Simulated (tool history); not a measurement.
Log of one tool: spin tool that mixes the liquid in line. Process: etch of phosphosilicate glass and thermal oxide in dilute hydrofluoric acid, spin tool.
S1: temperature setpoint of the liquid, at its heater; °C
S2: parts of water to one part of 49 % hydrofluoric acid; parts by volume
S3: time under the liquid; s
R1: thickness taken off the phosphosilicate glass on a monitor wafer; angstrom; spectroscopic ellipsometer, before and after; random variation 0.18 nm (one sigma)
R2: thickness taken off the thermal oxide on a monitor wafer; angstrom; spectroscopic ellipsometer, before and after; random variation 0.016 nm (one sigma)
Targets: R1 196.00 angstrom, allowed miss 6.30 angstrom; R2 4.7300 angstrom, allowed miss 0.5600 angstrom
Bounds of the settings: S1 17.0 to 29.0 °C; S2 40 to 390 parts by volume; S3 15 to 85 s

run	hour	S1	S2	S3	R1	R2
1	0.0	21.0	215	45	334.86	8.4398
2	6.0	20.5	225	45	311.77	7.7121
3	12.1	23.0	225	45	347.46	8.3669
4	16.9	22.5	235	45	320.55	7.6485
5	20.7	22.0	240	45	309.64	7.7140
6	25.4	21.5	245	45	292.96	7.3103
7	32.9	21.5	250	45	283.63	6.7494
8	37.1	21.0	255	45	274.71	6.3509
9	45.0	20.5	260	45	258.28	6.4097
10	52.3	20.5	265	45	258.93	5.9986

5 next moves are on the table. One of them brings every result within its allowed miss. Which?
A	59.6	20.0	340	55	?	?
B	59.6	21.5	265	50	?	?
C	59.6	20.5	100	20	?	?
D	59.6	20.5	270	35	?	?
E	59.6	21.5	295	45	?	?

move	R1	R2
A	223.09	5.5845
B	294.02	7.3601
C	355.38	8.8963
D	193.81	4.8515
E	231.10	5.7852
A: nearer than the last run, and not there yet
B: further off than the last run
C: further off than the last run
D: meets every target
E: nearer than the last run, and not there yet
The right move is D.
